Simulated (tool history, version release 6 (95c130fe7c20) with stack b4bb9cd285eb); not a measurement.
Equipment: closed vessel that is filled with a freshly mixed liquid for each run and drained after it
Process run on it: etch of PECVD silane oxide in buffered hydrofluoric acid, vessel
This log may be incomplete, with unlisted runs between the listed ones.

run  hour  temperature setpoint of the liquid (°C)  parts of 40 % ammonium fluoride to one part of 49 % hydrofluoric acid (parts by volume)  time in the liquid (s)  thickness taken off the PECVD silane oxide on a monitor wafer (angstrom)
  1   0.0                                     23.0                                                                                     20.0                      90                                                                    2075.6
  2   6.2                                     23.0                                                                                     20.0                      90                                                                    2089.2
  3   8.1                                     24.5                                                                                     18.5                      90                                                                    2366.2
  4  13.8                                     25.5                                                                                     16.5                      90                                                                    2759.9
  5  16.5                                     26.5                                                                                     15.5                      90                                                                    3138.1
  6  19.9                                     27.5                                                                                     15.0                      90                                                                    3433.3
  7  23.3                                     28.0                                                                                     14.5                      90                                                                    3620.8
  8  28.1                                     28.5                                                                                     14.0                      90                                                                    3834.8
  9  31.4                                     29.0                                                                                     13.5                      90                                                                    4145.0

Run 10 comes next. What will it give?
 10  32.7                                     29.5                                                                                     13.5                      90                                                                         ?

thickness taken off the PECVD silane oxide on a monitor wafer (angstrom): 4190.6
